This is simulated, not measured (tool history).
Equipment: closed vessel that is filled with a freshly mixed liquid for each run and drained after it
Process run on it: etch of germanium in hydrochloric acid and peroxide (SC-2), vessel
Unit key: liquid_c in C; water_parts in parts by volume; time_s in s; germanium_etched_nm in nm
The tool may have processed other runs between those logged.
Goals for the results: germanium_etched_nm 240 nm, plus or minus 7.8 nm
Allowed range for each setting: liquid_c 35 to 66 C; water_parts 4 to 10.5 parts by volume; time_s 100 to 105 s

run 1 hour=0 | liquid_c=50 water_parts=5.5 time_s=100 | germanium_etched_nm=186.99
run 2 hour=3.6 | liquid_c=51.5 water_parts=5.5 time_s=100 | germanium_etched_nm=196.63
run 3 hour=8.7 | liquid_c=53 water_parts=5.5 time_s=100 | germanium_etched_nm=204.98
run 4 hour=14.7 | liquid_c=53 water_parts=4 time_s=100 | germanium_etched_nm=205.58
run 5 hour=20.4 | liquid_c=54 water_parts=4 time_s=100 | germanium_etched_nm=209.3
run 6 hour=22.5 | liquid_c=55 water_parts=4 time_s=100 | germanium_etched_nm=219.12
run 7 hour=23.1 | liquid_c=55.5 water_parts=4 time_s=100 | germanium_etched_nm=223.75
run 8 hour=29.4 | liquid_c=55.5 water_parts=4 time_s=100 | germanium_etched_nm=222.39

Which single option among these 4 for the next run brings every result within its allowed miss of target? Just one does.
run A hour=35.7 | liquid_c=53 water_parts=4 time_s=105 | germanium_etched_nm=?
run B hour=35.7 | liquid_c=56.5 water_parts=4 time_s=105 | germanium_etched_nm=?
run C hour=35.7 | liquid_c=51 water_parts=5.5 time_s=105 | germanium_etched_nm=?
run D hour=35.7 | liquid_c=61 water_parts=4 time_s=100 | germanium_etched_nm=?

move=A germanium_etched_nm=218.39
move=B germanium_etched_nm=243.73
move=C germanium_etched_nm=203.57
move=D germanium_etched_nm=266.36
A: moves away from the targets compared with the last run
B: hits every target within its allowed miss
C: moves away from the targets compared with the last run
D: carries the result that was furthest off beyond its target, to the other side
Go with B: it meets all targets.

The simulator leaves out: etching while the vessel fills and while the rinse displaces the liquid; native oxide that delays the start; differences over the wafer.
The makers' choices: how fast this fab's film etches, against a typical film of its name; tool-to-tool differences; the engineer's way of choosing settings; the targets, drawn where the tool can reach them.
